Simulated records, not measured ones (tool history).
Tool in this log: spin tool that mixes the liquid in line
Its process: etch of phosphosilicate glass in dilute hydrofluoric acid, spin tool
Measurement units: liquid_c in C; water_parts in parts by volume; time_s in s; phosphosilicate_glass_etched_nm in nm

run  hour  liquid_c  water_parts  time_s  phosphosilicate_glass_etched_nm
  1     0        20          260      95                           22.744
  2   6.2      21.5          260      95                           24.003
  3   9.6      20.5          260      95                           22.974
  4  17.9      20.5          260      95                           23.056
  5  26.7        20          260      95                           22.629
  6  30.8      19.5          260      95                            22.34

Run 7 has not been measured yet. What should we expect?
  7  34.4        19          260      95                                ?

phosphosilicate_glass_etched_nm: 21.853 nm

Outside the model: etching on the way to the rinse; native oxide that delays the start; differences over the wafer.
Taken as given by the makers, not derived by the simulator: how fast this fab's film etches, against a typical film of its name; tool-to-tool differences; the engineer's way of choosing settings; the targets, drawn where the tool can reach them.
